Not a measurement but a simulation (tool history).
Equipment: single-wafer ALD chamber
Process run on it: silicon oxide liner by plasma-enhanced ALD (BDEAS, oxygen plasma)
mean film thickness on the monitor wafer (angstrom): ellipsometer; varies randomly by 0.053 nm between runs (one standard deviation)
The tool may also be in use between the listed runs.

| run | hour | heater temperature setpoint (deg C) | number of ALD cycles (cycles) | mean film thickness on the monitor wafer (angstrom) |
|---|---|---|---|---|
| 1 | 0.0 | 315 | 85 | 79.769 |
| 2 | 1.2 | 315 | 75 | 70.749 |
| 3 | 7.3 | 315 | 80 | 75.262 |
| 4 | 10.7 | 314 | 88 | 83.757 |
| 5 | 15.6 | 314 | 80 | 76.021 |
| 6 | 17.9 | 310 | 86 | 81.778 |
| 7 | 19.0 | 309 | 91 | 86.378 |
| 8 | 23.5 | 309 | 95 | 90.358 |
| 9 | 28.9 | 309 | 98 | 92.427 |

Run 10, settings as shown, results not yet in. Your forecast:
| 10 | 34.6 | 309 | 100 | ? |

Logged for run 10: mean film thickness on the monitor wafer (angstrom) 95.288.
